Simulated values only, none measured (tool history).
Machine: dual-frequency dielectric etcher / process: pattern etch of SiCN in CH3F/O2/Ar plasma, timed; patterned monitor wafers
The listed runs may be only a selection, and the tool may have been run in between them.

| run | hour | source power (kW) | bias power (kW) | etch time (s) | mean etch depth across the wafer (nm) |
|---|---|---|---|---|---|
| 1 | 0 | 0.54 | 0.083 | 43 | 16.848 |
| 2 | 8.2 | 0.63 | 0.083 | 43 | 17.85 |
| 3 | 15.4 | 0.57 | 0.077 | 43 | 16.711 |
| 4 | 17.4 | 0.57 | 0.064 | 43 | 15.744 |
| 5 | 21.7 | 0.57 | 0.064 | 39.5 | 14.618 |
| 6 | 28.3 | 0.54 | 0.063 | 39.5 | 14.166 |

The next listed run, before its measurement:
| 7 | 32 | 0.52 | 0.063 | 39.5 | ? |

{"run 7": {"mean etch depth across the wafer (nm)": 14.002}}

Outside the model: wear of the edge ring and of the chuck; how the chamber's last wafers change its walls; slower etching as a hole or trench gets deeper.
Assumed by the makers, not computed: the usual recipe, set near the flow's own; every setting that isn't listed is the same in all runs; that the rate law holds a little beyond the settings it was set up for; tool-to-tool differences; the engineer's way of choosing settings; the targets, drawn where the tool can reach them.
